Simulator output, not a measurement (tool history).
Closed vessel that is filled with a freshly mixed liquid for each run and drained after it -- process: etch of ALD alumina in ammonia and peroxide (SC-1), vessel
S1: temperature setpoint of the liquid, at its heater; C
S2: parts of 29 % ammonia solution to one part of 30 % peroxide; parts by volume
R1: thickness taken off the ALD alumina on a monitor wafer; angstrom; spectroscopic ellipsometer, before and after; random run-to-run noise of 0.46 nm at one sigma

Run 1, day 0.000: S1 60.0 C, S2 0.80 parts by volume, time in the liquid (s) 270. Result: R1 296.88 angstrom.
Run 2, day 0.092: S1 54.0 C, S2 0.80 parts by volume, time in the liquid (s) 270. Result: R1 218.65 angstrom.
Run 3, day 0.442: S1 56.5 C, S2 0.80 parts by volume, time in the liquid (s) 270. Result: R1 249.28 angstrom.
Run 4, day 0.538: S1 58.5 C, S2 0.80 parts by volume, time in the liquid (s) 270. Result: R1 278.60 angstrom.
Run 5, day 0.888: S1 58.5 C, S2 0.65 parts by volume, time in the liquid (s) 270. Result: R1 272.81 angstrom.
Run 6, day 1.204: S1 58.5 C, S2 0.75 parts by volume, time in the liquid (s) 270. Result: R1 275.53 angstrom.
Run 7, day 1.579: S1 60.0 C, S2 0.75 parts by volume, time in the liquid (s) 270. Result: R1 298.60 angstrom.
Run 8, day 1.762: S1 61.5 C, S2 0.75 parts by volume, time in the liquid (s) 270. Result: R1 317.58 angstrom.
Run 9, day 2.050: S1 62.5 C, S2 0.75 parts by volume, time in the liquid (s) 270. Result: R1 338.71 angstrom.
Run 10, day 2.421: S1 63.5 C, S2 0.75 parts by volume, time in the liquid (s) 270. Result: R1 354.22 angstrom.
Run 11, day 2.754: S1 64.5 C, S2 0.75 parts by volume, time in the liquid (s) 270. Result: R1 373.85 angstrom.

Run 12 has not been measured yet. What should we expect?
Run 12, day 3.054: S1 65.0 C, S2 0.75 parts by volume, time in the liquid (s) 270. Result: R1 ?.

{"run 12": {"R1": 387.77}}

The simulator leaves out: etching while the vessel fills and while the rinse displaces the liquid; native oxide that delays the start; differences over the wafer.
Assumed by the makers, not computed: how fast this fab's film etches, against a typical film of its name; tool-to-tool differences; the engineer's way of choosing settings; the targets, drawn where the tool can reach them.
